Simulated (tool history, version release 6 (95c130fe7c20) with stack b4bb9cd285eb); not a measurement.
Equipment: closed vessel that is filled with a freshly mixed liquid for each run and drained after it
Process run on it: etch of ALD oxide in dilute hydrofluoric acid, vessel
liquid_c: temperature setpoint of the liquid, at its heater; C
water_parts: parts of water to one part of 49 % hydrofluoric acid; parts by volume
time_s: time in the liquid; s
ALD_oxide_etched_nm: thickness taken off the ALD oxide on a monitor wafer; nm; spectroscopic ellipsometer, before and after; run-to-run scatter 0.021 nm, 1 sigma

run,hour,liquid_c,water_parts,time_s,ALD_oxide_etched_nm
1,0.0,22.0,175,85,5.4718
2,6.6,22.0,130,85,7.6484
3,15.8,21.5,145,85,6.7221
4,18.3,21.5,95,85,10.9080
5,22.3,23.0,95,85,11.4960
6,28.6,22.0,110,85,9.4824
7,34.8,21.5,125,85,7.9258
8,38.9,21.0,135,85,7.1221
9,40.0,20.5,145,85,6.4306
10,47.0,20.0,155,85,5.8766
11,48.7,19.5,160,85,5.5412

For run 12, what comes out?
12,54.6,19.0,165,85,?

{"run 12": {"ALD_oxide_etched_nm": 5.1698}}

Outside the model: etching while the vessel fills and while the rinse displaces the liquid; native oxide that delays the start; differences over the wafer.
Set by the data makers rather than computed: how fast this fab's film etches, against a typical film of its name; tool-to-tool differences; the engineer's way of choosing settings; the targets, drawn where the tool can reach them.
